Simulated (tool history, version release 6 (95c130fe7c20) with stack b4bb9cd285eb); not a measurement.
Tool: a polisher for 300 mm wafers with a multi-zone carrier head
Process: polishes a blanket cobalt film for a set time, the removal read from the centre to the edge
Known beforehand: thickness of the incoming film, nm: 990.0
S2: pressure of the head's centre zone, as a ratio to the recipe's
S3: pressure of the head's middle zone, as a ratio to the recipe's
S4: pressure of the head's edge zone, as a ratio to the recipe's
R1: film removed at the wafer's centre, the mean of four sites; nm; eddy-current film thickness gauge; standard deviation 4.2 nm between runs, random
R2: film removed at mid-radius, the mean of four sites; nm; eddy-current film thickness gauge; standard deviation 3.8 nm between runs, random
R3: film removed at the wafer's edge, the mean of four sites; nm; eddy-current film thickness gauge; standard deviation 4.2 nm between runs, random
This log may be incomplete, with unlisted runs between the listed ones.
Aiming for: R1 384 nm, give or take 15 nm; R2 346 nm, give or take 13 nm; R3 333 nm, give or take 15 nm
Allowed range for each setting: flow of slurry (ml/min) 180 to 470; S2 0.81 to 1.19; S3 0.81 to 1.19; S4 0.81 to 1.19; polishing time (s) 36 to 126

Run 1, hour 0: flow of slurry (ml/min) 300, S2 1, S3 1, S4 1, polishing time (s) 81. Result: R1 283.99 nm, R2 285.29 nm, R3 287.83 nm.
Run 2, hour 4.6: flow of slurry (ml/min) 300, S2 1, S3 1, S4 1, polishing time (s) 101. Result: R1 359.41 nm, R2 351.27 nm, R3 368.68 nm.
Run 3, hour 11.4: flow of slurry (ml/min) 305, S2 1.02, S3 1, S4 0.98, polishing time (s) 100. Result: R1 361.64 nm, R2 353.56 nm, R3 355.16 nm.
Run 4, hour 17.3: flow of slurry (ml/min) 275, S2 1.02, S3 1, S4 0.98, polishing time (s) 100. Result: R1 350.3 nm, R2 346.63 nm, R3 355.71 nm.
Run 5, hour 19.1: flow of slurry (ml/min) 275, S2 1.02, S3 1.08, S4 0.98, polishing time (s) 100. Result: R1 350.89 nm, R2 362.41 nm, R3 351.61 nm.
Run 6, hour 20.6: flow of slurry (ml/min) 280, S2 1.04, S3 1.07, S4 0.97, polishing time (s) 99. Result: R1 349.74 nm, R2 356.26 nm, R3 339.16 nm.
Run 7, hour 25.5: flow of slurry (ml/min) 285, S2 1.06, S3 1.06, S4 0.97, polishing time (s) 99. Result: R1 364.42 nm, R2 358.99 nm, R3 360.83 nm.
Run 8, hour 28: flow of slurry (ml/min) 305, S2 1.07, S3 1.04, S4 0.94, polishing time (s) 98. Result: R1 374.93 nm, R2 358.48 nm, R3 348.93 nm.
At hour 32.2: slurry nozzle cleaned.
Run 9, hour 32.2: flow of slurry (ml/min) 305, S2 1.08, S3 1.03, S4 0.93, polishing time (s) 97. Result: R1 396.47 nm, R2 366.85 nm, R3 356.63 nm.

4 candidate next runs follow, results not yet known. Just one meets every target within its allowed miss. Identify it.
Run A, hour 36.4: flow of slurry (ml/min) 365, S2 1.06, S3 1.12, S4 1.06, polishing time (s) 95. Result: R1 ?, R2 ?, R3 ?.
Run B, hour 36.4: flow of slurry (ml/min) 375, S2 1.15, S3 1.05, S4 0.95, polishing time (s) 88. Result: R1 ?, R2 ?, R3 ?.
Run C, hour 36.4: flow of slurry (ml/min) 245, S2 1.02, S3 1, S4 1.17, polishing time (s) 95. Result: R1 ?, R2 ?, R3 ?.
Run D, hour 36.4: flow of slurry (ml/min) 210, S2 1.02, S3 0.93, S4 1.17, polishing time (s) 107. Result: R1 ?, R2 ?, R3 ?.

move      R1      R2      R3
   A  389.17  396.28  377.97
   B  392.15  351.71  333.86
   C  356.71   351.1  384.08
   D  391.43  368.16  425.53
A: the biggest miss grows against the last run
B: every result within its allowed miss
C: meets the target for the result that was furthest off, but another lies outside its allowed miss
D: the biggest miss grows against the last run
Answer: B

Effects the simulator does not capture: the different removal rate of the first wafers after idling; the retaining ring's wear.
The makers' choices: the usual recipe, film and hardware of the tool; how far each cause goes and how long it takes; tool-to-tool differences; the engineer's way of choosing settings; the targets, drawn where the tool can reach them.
